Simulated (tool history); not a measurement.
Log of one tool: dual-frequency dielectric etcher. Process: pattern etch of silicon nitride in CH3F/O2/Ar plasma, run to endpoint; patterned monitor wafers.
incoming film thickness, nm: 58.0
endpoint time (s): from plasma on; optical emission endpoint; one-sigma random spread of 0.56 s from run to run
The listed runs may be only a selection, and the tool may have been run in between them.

run    day  source power (W)  bias power (W)  endpoint time (s)
  1      0               380              67             79.919
  2  0.167               400              68             77.171
  3  0.262               440              68             74.669
  4  0.404               390              68             78.874
  5  0.604               400              69             78.037
  6  0.692               350              69             81.788

For run 7, what comes out?
  7  0.879               430              83                  ?

Logged for run 7: endpoint time (s) 71.289.
